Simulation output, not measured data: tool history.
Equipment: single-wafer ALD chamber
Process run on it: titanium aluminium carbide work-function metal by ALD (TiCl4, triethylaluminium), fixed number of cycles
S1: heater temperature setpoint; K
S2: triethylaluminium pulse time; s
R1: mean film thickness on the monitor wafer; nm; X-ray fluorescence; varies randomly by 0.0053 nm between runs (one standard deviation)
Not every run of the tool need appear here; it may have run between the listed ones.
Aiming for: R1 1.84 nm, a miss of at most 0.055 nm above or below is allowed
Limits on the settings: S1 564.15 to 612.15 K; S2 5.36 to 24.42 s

run    day      S1     S2      R1
  1      0  588.15  14.89  2.1695
  2  0.233  580.15  14.89  2.0943
  3  0.408  580.15  16.87  2.1033
  4    0.6  577.15  14.39  2.0666
  5  0.858  570.15  14.39  2.0053
  6  1.192  564.15  14.39  1.9613
  7  1.217  564.15  12.44  1.9265
  8  1.512  564.15  10.99  1.9112

Below are 5 possible settings for the next run. Only one of them brings all results inside the allowed miss of their targets. Which is it?
  A  1.808  564.15  9.43   ?
  B  1.808  564.15  7.85   ?
  C  1.808  564.15  8.27   ?
  D  1.808  564.15  8.09   ?
  E  1.808  564.15  8.08   ?

move      R1
   A  1.8462
   B  1.7143
   C  1.7588
   D  1.7408
   E  1.7397
A: meets every target
B: moves the result that the last run missed by most past its target, out the other side
C: moves the result that the last run missed by most past its target, out the other side
D: moves the result that the last run missed by most past its target, out the other side
E: moves the result that the last run missed by most past its target, out the other side
A is the move that brings every result within its allowed miss.
